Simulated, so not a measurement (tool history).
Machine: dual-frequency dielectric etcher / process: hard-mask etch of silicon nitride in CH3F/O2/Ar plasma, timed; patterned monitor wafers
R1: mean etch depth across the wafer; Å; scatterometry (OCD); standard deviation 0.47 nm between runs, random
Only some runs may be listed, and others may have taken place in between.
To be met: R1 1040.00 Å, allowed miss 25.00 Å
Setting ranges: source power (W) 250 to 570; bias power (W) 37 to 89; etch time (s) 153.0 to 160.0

Run 1, hour 0.0: source power (W) 410, bias power (W) 63, etch time (s) 153.0. Result: R1 861.84 Å.
Run 2, hour 5.4: source power (W) 340, bias power (W) 63, etch time (s) 153.0. Result: R1 768.27 Å.
Run 3, hour 6.5: source power (W) 340, bias power (W) 63, etch time (s) 160.0. Result: R1 797.50 Å.
Run 4, hour 9.4: source power (W) 380, bias power (W) 64, etch time (s) 160.0. Result: R1 866.74 Å.
Run 5, hour 14.6: source power (W) 380, bias power (W) 73, etch time (s) 160.0. Result: R1 915.18 Å.
Run 6, hour 19.8: source power (W) 400, bias power (W) 74, etch time (s) 160.0. Result: R1 940.77 Å.
Run 7, hour 23.7: source power (W) 420, bias power (W) 75, etch time (s) 160.0. Result: R1 976.40 Å.
Run 8, hour 30.3: source power (W) 430, bias power (W) 75, etch time (s) 160.0. Result: R1 974.15 Å.
Run 9, hour 31.8: source power (W) 500, bias power (W) 80, etch time (s) 160.0. Result: R1 1079.50 Å.
Run 10, hour 35.6: source power (W) 490, bias power (W) 80, etch time (s) 160.0. Result: R1 1075.10 Å.

Of the 5 settings listed for the next run, only one would bring every result within its allowed miss of target. Which one?
Run A, hour 39.4: source power (W) 480, bias power (W) 81, etch time (s) 155.0. Result: R1 ?.
Run B, hour 39.4: source power (W) 490, bias power (W) 89, etch time (s) 159.0. Result: R1 ?.
Run C, hour 39.4: source power (W) 520, bias power (W) 89, etch time (s) 155.0. Result: R1 ?.
Run D, hour 39.4: source power (W) 510, bias power (W) 79, etch time (s) 160.0. Result: R1 ?.
Run E, hour 39.4: source power (W) 490, bias power (W) 82, etch time (s) 159.5. Result: R1 ?.

move       R1
   A  1028.60
   B  1103.00
   C  1108.00
   D  1085.50
   E  1074.40
A: every result within its allowed miss
B: moves away from the targets compared with the last run
C: moves away from the targets compared with the last run
D: moves away from the targets compared with the last run
E: no nearer and no further than the last run
Answer: A
